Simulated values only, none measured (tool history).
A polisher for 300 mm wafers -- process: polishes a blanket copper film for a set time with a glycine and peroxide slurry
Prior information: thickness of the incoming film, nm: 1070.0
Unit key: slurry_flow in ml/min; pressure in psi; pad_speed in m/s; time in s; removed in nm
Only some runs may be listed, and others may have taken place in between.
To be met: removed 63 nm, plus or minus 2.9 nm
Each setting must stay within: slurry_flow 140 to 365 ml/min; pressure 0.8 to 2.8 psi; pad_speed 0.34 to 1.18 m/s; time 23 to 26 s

| run | hour | slurry_flow | pressure | pad_speed | time | removed |
|---|---|---|---|---|---|---|
| 1 | 0 | 235 | 1.8 | 0.76 | 26 | 86.729 |
| 2 | 2.7 | 235 | 1.6 | 0.74 | 26 | 81.621 |
| 3 | 5 | 235 | 1.7 | 0.74 | 26 | 83.912 |
| 4 | 9.2 | 235 | 1.7 | 0.84 | 26 | 91.594 |
| 5 | 11.2 | 235 | 1.7 | 0.96 | 26 | 98.279 |
| 6 | 12.1 | 235 | 1.5 | 0.92 | 26 | 92.374 |
| 7 | 17.2 | 235 | 1.4 | 0.86 | 26 | 85.742 |
| 8 | 18.7 | 235 | 1.3 | 0.82 | 26 | 83.326 |
| 9 | 20.8 | 235 | 1.2 | 0.76 | 26 | 74.92 |
| 10 | 23 | 235 | 1.1 | 0.74 | 26 | 71.934 |
| 11 | 24.2 | 235 | 1 | 0.72 | 26 | 69.3 |
| 12 | 26.4 | 235 | 1 | 0.7 | 26 | 66.992 |

5 candidate next runs follow, results not yet known. Just one meets every target within its allowed miss. Identify it.
| A | 28.6 | 210 | 0.8 | 0.68 | 24 | ? |
| B | 28.6 | 255 | 1 | 0.48 | 26 | ? |
| C | 28.6 | 210 | 1.1 | 0.84 | 23 | ? |
| D | 28.6 | 295 | 0.8 | 0.78 | 24 | ? |
| E | 28.6 | 200 | 1.4 | 0.56 | 23 | ? |

| move | removed |
|---|---|
| A | 56.136 |
| B | 55.02 |
| C | 66.409 |
| D | 62.599 |
| E | 56.538 |
A: the result that was furthest off in the last run now lies on the other side of its target
B: the result that was furthest off in the last run now lies on the other side of its target
C: closer than the last run, but not yet in spec
D: meets every target
E: the result that was furthest off in the last run now lies on the other side of its target
So the answer is move D, the one that meets all the targets.
